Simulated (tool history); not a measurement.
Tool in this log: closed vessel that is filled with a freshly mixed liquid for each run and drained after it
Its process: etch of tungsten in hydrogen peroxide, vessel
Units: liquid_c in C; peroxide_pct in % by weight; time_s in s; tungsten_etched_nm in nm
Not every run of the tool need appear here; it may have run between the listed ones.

{"run": 1, "hour": 0.0, "liquid_c": 52, "peroxide_pct": 18, "time_s": 30, "tungsten_etched_nm": 81.01}
{"run": 2, "hour": 7.7, "liquid_c": 57.5, "peroxide_pct": 18, "time_s": 30, "tungsten_etched_nm": 112.36}
{"run": 3, "hour": 10.3, "liquid_c": 51, "peroxide_pct": 18, "time_s": 30, "tungsten_etched_nm": 75.96}
{"run": 4, "hour": 11.6, "liquid_c": 58, "peroxide_pct": 18, "time_s": 30, "tungsten_etched_nm": 114.54}
{"run": 5, "hour": 17.7, "liquid_c": 59.5, "peroxide_pct": 18, "time_s": 30, "tungsten_etched_nm": 125.61}
{"run": 6, "hour": 25.7, "liquid_c": 54.5, "peroxide_pct": 18, "time_s": 30, "tungsten_etched_nm": 94.622}

Predict the results of run 7:
{"run": 7, "hour": 28.6, "liquid_c": 56.5, "peroxide_pct": 18, "time_s": 30, "tungsten_etched_nm": "?"}

Run 7 yielded tungsten_etched_nm 106.16 nm.
